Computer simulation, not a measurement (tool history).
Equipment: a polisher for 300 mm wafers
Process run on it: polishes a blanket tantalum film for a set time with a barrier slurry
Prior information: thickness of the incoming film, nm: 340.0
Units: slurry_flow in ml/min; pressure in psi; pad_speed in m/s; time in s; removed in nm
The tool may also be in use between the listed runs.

| run | hour | slurry_flow | pressure | pad_speed | slurry_solids | time | removed |
|---|---|---|---|---|---|---|---|
| 1 | 0 | 160 | 2 | 0.94 | 1 | 62 | 95.69 |
| 2 | 3.7 | 160 | 2 | 0.94 | 1.05 | 62 | 97.261 |
| 3 | 10.9 | 160 | 2 | 0.94 | 1.05 | 65 | 103.22 |
| 4 | 12.3 | 160 | 2 | 0.86 | 1.05 | 65 | 96.264 |
| 5 | 14.1 | 160 | 2 | 0.86 | 1.05 | 65 | 96.356 |
| 6 | 15.6 | 125 | 2 | 0.86 | 1.05 | 65 | 91.434 |
| 7 | 22.5 | 120 | 1.9 | 0.86 | 1.05 | 65 | 86.365 |

Expected results for the next run?
| 8 | 23.1 | 115 | 1.8 | 0.86 | 1.05 | 65 | ? |

For run 8 the tool returned removed 80.542 nm.

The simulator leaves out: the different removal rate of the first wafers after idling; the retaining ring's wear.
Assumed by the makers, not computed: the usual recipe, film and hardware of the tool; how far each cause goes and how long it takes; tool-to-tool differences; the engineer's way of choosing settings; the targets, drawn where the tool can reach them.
